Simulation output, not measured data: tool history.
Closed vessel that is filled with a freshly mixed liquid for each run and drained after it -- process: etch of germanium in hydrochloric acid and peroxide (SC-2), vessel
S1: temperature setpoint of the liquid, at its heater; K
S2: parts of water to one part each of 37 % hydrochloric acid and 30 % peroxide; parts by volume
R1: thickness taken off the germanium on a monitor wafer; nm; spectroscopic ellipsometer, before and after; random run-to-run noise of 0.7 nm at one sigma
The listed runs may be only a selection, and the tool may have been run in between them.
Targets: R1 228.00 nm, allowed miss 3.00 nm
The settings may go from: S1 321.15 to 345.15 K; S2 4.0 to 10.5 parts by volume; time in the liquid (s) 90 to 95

run 1 day=0.000 | S1=337.15 S2=5.5 time_in_the_liquid_(s)=90 | R1=255.14
run 2 day=0.288 | S1=336.65 S2=5.5 time_in_the_liquid_(s)=90 | R1=251.89
run 3 day=0.425 | S1=336.65 S2=5.5 time_in_the_liquid_(s)=90 | R1=253.40
run 4 day=0.479 | S1=341.65 S2=5.5 time_in_the_liquid_(s)=90 | R1=294.15
run 5 day=0.767 | S1=341.65 S2=6.5 time_in_the_liquid_(s)=90 | R1=291.51
run 6 day=0.862 | S1=341.65 S2=7.5 time_in_the_liquid_(s)=90 | R1=285.13
run 7 day=0.992 | S1=340.15 S2=7.5 time_in_the_liquid_(s)=90 | R1=274.88
run 8 day=1.117 | S1=339.15 S2=7.5 time_in_the_liquid_(s)=90 | R1=266.28
run 9 day=1.496 | S1=338.15 S2=7.5 time_in_the_liquid_(s)=90 | R1=258.03
run 10 day=1.704 | S1=337.65 S2=7.5 time_in_the_liquid_(s)=90 | R1=255.94
run 11 day=1.942 | S1=337.15 S2=7.5 time_in_the_liquid_(s)=90 | R1=251.34
run 12 day=2.054 | S1=336.65 S2=7.5 time_in_the_liquid_(s)=90 | R1=248.66
run 13 day=2.317 | S1=336.15 S2=7.5 time_in_the_liquid_(s)=90 | R1=246.54
run 14 day=2.388 | S1=335.65 S2=7.5 time_in_the_liquid_(s)=90 | R1=241.56
run 15 day=2.658 | S1=335.15 S2=7.5 time_in_the_liquid_(s)=90 | R1=237.79
run 16 day=2.983 | S1=334.65 S2=7.5 time_in_the_liquid_(s)=90 | R1=233.89
run 17 day=3.121 | S1=334.65 S2=7.5 time_in_the_liquid_(s)=90 | R1=235.87

Below are 4 possible settings for the next run. Only one of them brings all results inside the allowed miss of their targets. Which is it?
run A day=3.258 | S1=333.15 S2=8.5 time_in_the_liquid_(s)=90 | R1=?
run B day=3.258 | S1=330.65 S2=7.5 time_in_the_liquid_(s)=95 | R1=?
run C day=3.258 | S1=333.15 S2=5.0 time_in_the_liquid_(s)=90 | R1=?
run D day=3.258 | S1=332.15 S2=6.0 time_in_the_liquid_(s)=90 | R1=?

move=A R1=221.88
move=B R1=219.46
move=C R1=228.83
move=D R1=220.42
A: pushes the last run's worst result past its target
B: pushes the last run's worst result past its target
C: every result within its allowed miss
D: pushes the last run's worst result past its target
Go with C: it meets all targets.
